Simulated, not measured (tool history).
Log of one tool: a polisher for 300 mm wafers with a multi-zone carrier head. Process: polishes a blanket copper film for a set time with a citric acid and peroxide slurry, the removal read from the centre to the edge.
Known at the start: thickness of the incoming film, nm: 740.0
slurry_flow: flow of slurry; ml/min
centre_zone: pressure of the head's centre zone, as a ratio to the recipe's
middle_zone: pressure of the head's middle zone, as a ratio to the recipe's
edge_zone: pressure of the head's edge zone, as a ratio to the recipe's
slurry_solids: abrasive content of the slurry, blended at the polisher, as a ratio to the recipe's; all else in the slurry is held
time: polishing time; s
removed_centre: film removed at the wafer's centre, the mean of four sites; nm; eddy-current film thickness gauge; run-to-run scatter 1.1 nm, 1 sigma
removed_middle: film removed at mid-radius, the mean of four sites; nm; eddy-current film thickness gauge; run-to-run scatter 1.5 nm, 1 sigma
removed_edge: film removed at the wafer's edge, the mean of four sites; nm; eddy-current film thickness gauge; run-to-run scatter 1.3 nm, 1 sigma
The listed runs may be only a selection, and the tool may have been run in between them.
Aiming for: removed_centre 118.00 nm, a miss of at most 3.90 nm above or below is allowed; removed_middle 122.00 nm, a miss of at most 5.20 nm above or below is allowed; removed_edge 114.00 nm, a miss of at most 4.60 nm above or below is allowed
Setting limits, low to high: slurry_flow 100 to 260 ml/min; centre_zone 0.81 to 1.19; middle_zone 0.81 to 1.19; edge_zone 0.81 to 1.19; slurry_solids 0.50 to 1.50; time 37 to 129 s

run 1 hour=0.0 | slurry_flow=165 centre_zone=1.00 middle_zone=1.00 edge_zone=1.00 slurry_solids=1.00 time=83 | removed_centre=183.05 removed_middle=162.92 removed_edge=171.72
run 2 hour=5.3 | slurry_flow=165 centre_zone=0.99 middle_zone=1.01 edge_zone=0.98 slurry_solids=0.95 time=80 | removed_centre=173.18 removed_middle=151.59 removed_edge=159.03
run 3 hour=12.1 | slurry_flow=180 centre_zone=0.99 middle_zone=1.01 edge_zone=0.98 slurry_solids=0.95 time=80 | removed_centre=175.44 removed_middle=158.32 removed_edge=162.59
run 4 hour=16.1 | slurry_flow=180 centre_zone=0.99 middle_zone=1.01 edge_zone=0.98 slurry_solids=1.10 time=80 | removed_centre=186.19 removed_middle=167.05 removed_edge=169.96
run 5 hour=21.0 | slurry_flow=180 centre_zone=0.99 middle_zone=1.01 edge_zone=1.02 slurry_solids=1.10 time=80 | removed_centre=180.69 removed_middle=169.34 removed_edge=171.10
-- hour=29.0 centre zone pressure recalibrated
run 6 hour=29.0 | slurry_flow=180 centre_zone=1.05 middle_zone=1.01 edge_zone=1.02 slurry_solids=1.10 time=80 | removed_centre=173.27 removed_middle=164.93 removed_edge=167.32
run 7 hour=35.7 | slurry_flow=180 centre_zone=1.07 middle_zone=1.03 edge_zone=1.02 slurry_solids=1.00 time=78 | removed_centre=170.79 removed_middle=156.63 removed_edge=159.79
run 8 hour=40.5 | slurry_flow=185 centre_zone=1.07 middle_zone=1.05 edge_zone=1.03 slurry_solids=0.95 time=74 | removed_centre=157.41 removed_middle=151.56 removed_edge=152.77
run 9 hour=45.6 | slurry_flow=185 centre_zone=1.07 middle_zone=1.07 edge_zone=1.02 slurry_solids=0.90 time=72 | removed_centre=151.58 removed_middle=145.66 removed_edge=145.77
run 10 hour=52.0 | slurry_flow=190 centre_zone=1.07 middle_zone=1.09 edge_zone=1.01 slurry_solids=0.85 time=70 | removed_centre=148.86 removed_middle=140.10 removed_edge=139.26
run 11 hour=52.8 | slurry_flow=195 centre_zone=1.07 middle_zone=1.10 edge_zone=1.02 slurry_solids=0.80 time=68 | removed_centre=141.23 removed_middle=139.64 removed_edge=134.75

Below are 4 possible settings for the next run. Only one of them brings all results inside the allowed miss of their targets. Which is it?
run A hour=53.6 | slurry_flow=210 centre_zone=1.14 middle_zone=1.11 edge_zone=0.81 slurry_solids=0.95 time=66 | removed_centre=? removed_middle=? removed_edge=?
run B hour=53.6 | slurry_flow=105 centre_zone=1.09 middle_zone=0.81 edge_zone=1.11 slurry_solids=0.70 time=84 | removed_centre=? removed_middle=? removed_edge=?
run C hour=53.6 | slurry_flow=230 centre_zone=1.07 middle_zone=1.18 edge_zone=1.09 slurry_solids=0.70 time=57 | removed_centre=? removed_middle=? removed_edge=?
run D hour=53.6 | slurry_flow=115 centre_zone=0.98 middle_zone=1.12 edge_zone=1.19 slurry_solids=0.80 time=70 | removed_centre=? removed_middle=? removed_edge=?

move=A removed_centre=154.23 removed_middle=141.05 removed_edge=121.37
move=B removed_centre=146.96 removed_middle=117.59 removed_edge=149.81
move=C removed_centre=116.98 removed_middle=118.63 removed_edge=112.15
move=D removed_centre=117.53 removed_middle=127.95 removed_edge=135.97
A: the biggest miss grows against the last run
B: the biggest miss grows against the last run
C: each result inside its tolerance
D: corrects the largest miss of the last run, while another result sits out of spec
The move that meets every target is C.
